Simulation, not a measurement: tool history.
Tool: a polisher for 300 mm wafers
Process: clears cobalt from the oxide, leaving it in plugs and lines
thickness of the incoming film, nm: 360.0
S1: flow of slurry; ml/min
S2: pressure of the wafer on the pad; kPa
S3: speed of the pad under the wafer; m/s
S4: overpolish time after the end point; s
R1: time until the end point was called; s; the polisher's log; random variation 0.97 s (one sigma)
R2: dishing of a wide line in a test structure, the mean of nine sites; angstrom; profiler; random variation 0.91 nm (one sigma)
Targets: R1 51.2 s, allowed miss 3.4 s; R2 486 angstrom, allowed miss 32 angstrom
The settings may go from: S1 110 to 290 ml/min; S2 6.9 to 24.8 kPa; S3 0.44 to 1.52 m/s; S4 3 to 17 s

run    day   S1    S2    S3  S4      R1      R2
  1      0  185  15.9  0.98   9  74.913  312.93
  2  0.317  230  15.9  0.98   9  75.083  316.06
  3  0.458  210  15.9  0.98   9  75.201  315.85
  4    0.8  210  17.2  0.98   9  68.879  322.58
  5  0.879  210  17.9     1  10  68.616  364.65
  6  1.133  210  20.7     1  10  62.472  376.38
  7  1.375  210  21.4  1.02  10  60.666  385.76
  8  1.612  210  22.1  1.04  10  56.287  404.23
  9  1.983  210  22.8  1.06  10  56.346  407.11
 10  2.017  210  22.8  1.08  10  53.495  404.08
 11  2.375  210  23.4  1.08  11  51.215  438.96

4 next moves are on the table. One of them brings every result within its allowed miss. Which?
  A  2.733  175  21.4  1.28   8   ?   ?
  B  2.733  290  24.8  1.12   9   ?   ?
  C  2.733  225  22.1  1.16  13   ?   ?
  D  2.733  195  24.1  1.12  10   ?   ?

move      R1      R2
   A  49.158  388.88
   B  47.683  424.82
   C  51.372  494.59
   D  50.672  435.65
A: further off than the last run
B: further off than the last run
C: meets every target
D: further off than the last run
Answer: C
